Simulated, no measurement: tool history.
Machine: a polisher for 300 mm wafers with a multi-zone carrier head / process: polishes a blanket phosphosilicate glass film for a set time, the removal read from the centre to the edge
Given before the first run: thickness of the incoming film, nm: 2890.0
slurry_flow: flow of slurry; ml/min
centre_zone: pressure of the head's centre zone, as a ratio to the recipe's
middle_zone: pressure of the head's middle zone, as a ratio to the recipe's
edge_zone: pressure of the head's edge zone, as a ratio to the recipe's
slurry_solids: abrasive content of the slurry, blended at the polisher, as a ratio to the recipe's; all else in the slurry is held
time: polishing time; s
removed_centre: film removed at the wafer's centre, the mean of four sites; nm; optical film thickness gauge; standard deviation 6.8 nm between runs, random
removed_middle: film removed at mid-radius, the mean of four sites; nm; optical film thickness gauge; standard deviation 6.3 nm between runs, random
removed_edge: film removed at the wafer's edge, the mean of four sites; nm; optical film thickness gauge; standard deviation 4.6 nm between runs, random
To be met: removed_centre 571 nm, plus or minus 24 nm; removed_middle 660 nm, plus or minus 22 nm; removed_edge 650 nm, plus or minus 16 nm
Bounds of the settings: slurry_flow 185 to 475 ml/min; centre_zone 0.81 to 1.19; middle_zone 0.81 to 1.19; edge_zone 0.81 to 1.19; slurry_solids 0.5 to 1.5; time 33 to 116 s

| run | hour | slurry_flow | centre_zone | middle_zone | edge_zone | slurry_solids | time | removed_centre | removed_middle | removed_edge |
|---|---|---|---|---|---|---|---|---|---|---|
| 1 | 0 | 305 | 1 | 1 | 1 | 1 | 74 | 466.94 | 473.36 | 481.42 |
| 2 | 8.4 | 305 | 1 | 1.01 | 1.02 | 1.05 | 74 | 480.53 | 483.14 | 493.01 |
| 3 | 13 | 305 | 1.05 | 1.01 | 1.02 | 1.05 | 74 | 496.01 | 480.38 | 499.5 |
| 4 | 19.4 | 305 | 1.04 | 1.02 | 1.04 | 1.1 | 74 | 502.11 | 493.37 | 507.55 |
| 5 | 27 | 305 | 1.03 | 1.03 | 1.05 | 1.15 | 75 | 510.07 | 513.99 | 524.37 |
| 6 | 35.6 | 305 | 1.02 | 1.04 | 1.06 | 1.2 | 76 | 527.41 | 527.22 | 541.08 |
| 7 | 44.1 | 305 | 1.01 | 1.05 | 1.07 | 1.25 | 77 | 538.75 | 554.76 | 565.42 |
| 8 | 50 | 310 | 1 | 1.06 | 1.08 | 1.3 | 77 | 537.35 | 563.4 | 580.92 |
| 9 | 51.7 | 315 | 1 | 1.07 | 1.09 | 1.3 | 77 | 541.77 | 573.15 | 575.81 |
| 10 | 54.9 | 315 | 0.99 | 1.08 | 1.1 | 1.3 | 77 | 535.43 | 575.71 | 579.68 |
| 11 | 61.5 | 315 | 0.99 | 1.09 | 1.11 | 1.3 | 77 | 524.35 | 577.89 | 583.77 |
| 12 | 62.6 | 315 | 0.99 | 1.1 | 1.12 | 1.3 | 77 | 548.95 | 585.14 | 583.48 |
| 13 | 66.9 | 315 | 0.98 | 1.1 | 1.13 | 1.3 | 77 | 530.91 | 582.05 | 581.06 |
| 14 | 70.6 | 325 | 0.97 | 1.12 | 1.15 | 1.4 | 78 | 555.55 | 609.31 | 619.24 |
| 15 | 75.3 | 325 | 0.97 | 1.13 | 1.15 | 1.4 | 78 | 539.53 | 635.68 | 612.2 |

Consider the 5 candidate settings below. Which is the only one whose results all fall within their allowed miss of target?
| A | 80 | 360 | 0.91 | 1.19 | 1.1 | 1.45 | 75 | ? | ? | ? |
| B | 80 | 295 | 0.97 | 1.16 | 1.19 | 1.45 | 81 | ? | ? | ? |
| C | 80 | 320 | 0.81 | 1.17 | 1.19 | 1.5 | 82 | ? | ? | ? |
| D | 80 | 300 | 0.85 | 1.08 | 1.17 | 1.45 | 82 | ? | ? | ? |
| E | 80 | 305 | 0.94 | 1.17 | 1.12 | 0.95 | 84 | ? | ? | ? |

| move | removed_centre | removed_middle | removed_edge |
|---|---|---|---|
| A | 505.3 | 637.33 | 592.64 |
| B | 570.77 | 661.32 | 656.47 |
| C | 491.36 | 687.91 | 675.95 |
| D | 506.39 | 631.07 | 660.54 |
| E | 492.41 | 593.18 | 566.75 |
A: lands further from the targets than the last run did
B: in spec on every target
C: the result that was furthest off in the last run now lies on the other side of its target
D: the worst result of the last run now meets its target, but another is out of spec
E: lands further from the targets than the last run did
Move B is the one to make.
